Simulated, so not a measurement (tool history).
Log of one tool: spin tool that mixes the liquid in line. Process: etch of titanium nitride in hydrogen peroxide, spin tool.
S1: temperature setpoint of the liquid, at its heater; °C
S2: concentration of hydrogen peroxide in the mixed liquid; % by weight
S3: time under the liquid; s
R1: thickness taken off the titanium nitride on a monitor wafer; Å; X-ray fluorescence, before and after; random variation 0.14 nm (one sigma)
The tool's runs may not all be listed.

run	hour	S1	S2	S3	R1
1	0.0	56.0	18.5	185	135.85
2	5.2	58.0	18.5	185	156.47
3	9.1	55.0	18.5	185	126.19
4	14.3	57.5	18.5	185	148.68
5	15.5	57.5	22.0	185	156.42
6	20.9	59.0	22.0	185	173.09
7	26.6	60.0	22.0	185	182.75
8	30.5	61.0	22.0	185	197.99
9	38.5	61.5	22.0	185	202.73
10	39.7	62.0	22.0	185	211.63

Forecast run 11:
11	47.1	62.5	22.0	185	?

{"run 11": {"R1": 217.45}}
